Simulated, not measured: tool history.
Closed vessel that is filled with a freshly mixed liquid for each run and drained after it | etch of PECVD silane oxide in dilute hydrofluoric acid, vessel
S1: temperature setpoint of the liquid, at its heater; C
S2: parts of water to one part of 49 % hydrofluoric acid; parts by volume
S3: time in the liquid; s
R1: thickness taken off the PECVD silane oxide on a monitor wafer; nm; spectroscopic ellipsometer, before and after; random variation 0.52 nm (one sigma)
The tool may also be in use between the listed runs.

run  hour    S1  S2   S3      R1
  1     0    20  40  225   75.69
  2   2.9  22.5  40  225  83.851
  3  10.5  22.5  55  225  60.267
  4  13.3  22.5  55  240  64.063
  5  16.2  22.5  55  225  59.905
  6  19.4  24.5  50  225  71.299
  7  24.5    28  35  225   122.4

The next listed run, before its measurement:
  8  27.1  27  35  225   ?

Run 8 gave R1 117.2 nm.

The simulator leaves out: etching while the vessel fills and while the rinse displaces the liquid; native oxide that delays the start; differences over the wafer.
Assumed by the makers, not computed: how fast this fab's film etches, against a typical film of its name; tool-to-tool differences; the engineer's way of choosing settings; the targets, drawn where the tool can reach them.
